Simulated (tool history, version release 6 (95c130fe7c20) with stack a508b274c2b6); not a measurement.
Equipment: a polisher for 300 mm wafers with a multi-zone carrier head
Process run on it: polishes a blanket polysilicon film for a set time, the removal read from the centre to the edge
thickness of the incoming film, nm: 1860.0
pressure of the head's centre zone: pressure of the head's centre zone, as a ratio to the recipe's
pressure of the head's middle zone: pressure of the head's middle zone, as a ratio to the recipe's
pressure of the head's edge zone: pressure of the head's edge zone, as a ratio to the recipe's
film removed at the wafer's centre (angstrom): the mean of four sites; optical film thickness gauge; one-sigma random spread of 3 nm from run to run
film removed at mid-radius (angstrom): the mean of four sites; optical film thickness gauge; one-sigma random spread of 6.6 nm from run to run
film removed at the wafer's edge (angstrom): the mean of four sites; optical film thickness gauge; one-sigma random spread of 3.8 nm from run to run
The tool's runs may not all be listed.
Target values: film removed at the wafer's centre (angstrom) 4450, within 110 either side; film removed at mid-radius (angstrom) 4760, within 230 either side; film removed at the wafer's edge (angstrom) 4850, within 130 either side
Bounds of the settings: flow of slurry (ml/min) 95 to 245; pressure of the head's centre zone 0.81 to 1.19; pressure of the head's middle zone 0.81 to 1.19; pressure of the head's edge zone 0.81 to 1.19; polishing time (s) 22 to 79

run	hour	flow of slurry (ml/min)	pressure of the head's centre zone	pressure of the head's middle zone	pressure of the head's edge zone	polishing time (s)	film removed at the wafer's centre (angstrom)	film removed at mid-radius (angstrom)	film removed at the wafer's edge (angstrom)
1	0	155	1	1	1	50	4217.1	4088.6	3952.9
2	7.2	170	0.98	1.01	1.06	51	4266.2	4308.5	4207
3	12.4	170	0.98	1.01	1.06	55	4567.5	4754.8	4546.5
4	15.3	170	0.97	1	1.09	55	4566.9	4595.5	4584.7
5	19.7	170	0.91	1	1.09	55	4266.1	4581.6	4559.3
6	28.3	170	0.91	1.07	1.09	55	4295.7	4867.4	4624
7	29.1	175	0.91	1.05	1.11	55	4275.9	4963.8	4572.5
8	32.9	170	0.91	1.03	1.12	56	4416.6	4759.4	4668.1
9	38.1	180	0.89	1.02	1.18	56	4314.4	4874.1	4834.8

Next run, 5 choices. One meets every target within its allowed miss, the rest don't. Which?
A	43.3	220	0.9	0.99	1.14	56	?	?	?
B	43.3	155	0.86	0.98	1.19	59	?	?	?
C	43.3	185	0.84	1.05	1.19	56	?	?	?
D	43.3	220	0.82	0.97	1.13	56	?	?	?
E	43.3	145	0.89	1.04	1.19	57	?	?	?

move	film removed at the wafer's centre (angstrom)	film removed at mid-radius (angstrom)	film removed at the wafer's edge (angstrom)
A	4511	4931	4875.5
B	4275.7	4893.1	5016.1
C	4096.2	5009.4	4859.4
D	4106.2	4866.4	4861.4
E	4219.2	4860.2	4800.7
A: hits every target within its allowed miss
B: further off than the last run
C: further off than the last run
D: further off than the last run
E: further off than the last run
Go with A: it meets all targets.

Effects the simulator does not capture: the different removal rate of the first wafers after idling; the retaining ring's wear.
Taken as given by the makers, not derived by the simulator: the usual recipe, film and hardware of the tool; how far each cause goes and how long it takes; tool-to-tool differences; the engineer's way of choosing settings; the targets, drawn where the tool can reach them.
